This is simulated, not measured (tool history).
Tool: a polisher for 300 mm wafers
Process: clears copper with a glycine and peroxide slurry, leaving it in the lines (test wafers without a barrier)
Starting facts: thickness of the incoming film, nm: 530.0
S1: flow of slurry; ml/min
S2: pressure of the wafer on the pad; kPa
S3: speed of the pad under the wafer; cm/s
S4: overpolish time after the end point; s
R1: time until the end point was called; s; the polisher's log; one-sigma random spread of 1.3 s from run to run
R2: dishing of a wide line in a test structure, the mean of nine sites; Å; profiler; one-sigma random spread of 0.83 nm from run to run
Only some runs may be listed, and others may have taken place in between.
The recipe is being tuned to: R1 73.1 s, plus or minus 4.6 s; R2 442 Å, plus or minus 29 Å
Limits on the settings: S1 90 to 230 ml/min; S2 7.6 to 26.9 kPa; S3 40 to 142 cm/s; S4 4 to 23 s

| run | hour | S1 | S2 | S3 | S4 | R1 | R2 |
|---|---|---|---|---|---|---|---|
| 1 | 0 | 150 | 17.2 | 90 | 12 | 109.74 | 330.51 |
| 2 | 1.4 | 150 | 19.3 | 92 | 12 | 93.866 | 373.95 |
| 3 | 2.9 | 150 | 17.2 | 92 | 12 | 103.49 | 347.4 |
| 4 | 9.4 | 150 | 18.6 | 94 | 12 | 95.885 | 364.54 |
| 5 | 11.1 | 150 | 20 | 94 | 12 | 91.027 | 386.08 |
| 6 | 14.7 | 150 | 20 | 94 | 16 | 91.47 | 461.35 |
| 7 | 17.3 | 150 | 20.7 | 94 | 15 | 85.747 | 452.75 |
|  | 25.1 | worn pad replaced by a new one |
| 8 | 25.1 | 150 | 21.4 | 94 | 14 | 82.609 | 463.61 |
| 9 | 33.9 | 155 | 23.4 | 98 | 10 | 71.095 | 398.78 |

Which single option among these 5 for the next run brings every result within its allowed miss of target? Just one does.
| A | 42.7 | 125 | 25.5 | 94 | 12 | ? | ? |
| B | 42.7 | 120 | 22.8 | 84 | 11 | ? | ? |
| C | 42.7 | 170 | 21.4 | 94 | 10 | ? | ? |
| D | 42.7 | 130 | 21.4 | 90 | 14 | ? | ? |
| E | 42.7 | 150 | 24.1 | 94 | 10 | ? | ? |

| move | R1 | R2 |
|---|---|---|
| A | 71.927 | 451 |
| B | 87.762 | 366.03 |
| C | 79.055 | 367.28 |
| D | 85.879 | 444.71 |
| E | 72.87 | 390.8 |
A: all results in spec
B: misses by more than the last run did
C: misses by more than the last run did
D: meets the target for the result that was furthest off, but another lies outside its allowed miss
E: misses by more than the last run did
The move that meets every target is A.
